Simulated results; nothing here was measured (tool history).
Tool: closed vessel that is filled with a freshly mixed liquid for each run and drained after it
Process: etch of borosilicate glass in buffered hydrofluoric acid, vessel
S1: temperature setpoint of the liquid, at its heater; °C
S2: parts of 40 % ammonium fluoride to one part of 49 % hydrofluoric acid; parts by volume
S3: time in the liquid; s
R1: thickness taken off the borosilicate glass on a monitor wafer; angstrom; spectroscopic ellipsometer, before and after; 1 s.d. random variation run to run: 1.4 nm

run	day	S1	S2	S3	R1
1	0.000	22.0	18.0	105	706.33
2	0.342	22.0	15.0	105	842.24
3	0.642	24.0	13.5	105	1031.40
4	0.896	25.5	12.5	105	1234.10
5	1.071	26.5	12.0	105	1348.70
6	1.362	27.5	11.5	105	1471.00
7	1.654	30.0	8.5	105	2193.10

Run 8 comes next. What will it give?
8	1.883	29.5	8.5	105	?

Logged for run 8: R1 2144.70 angstrom.
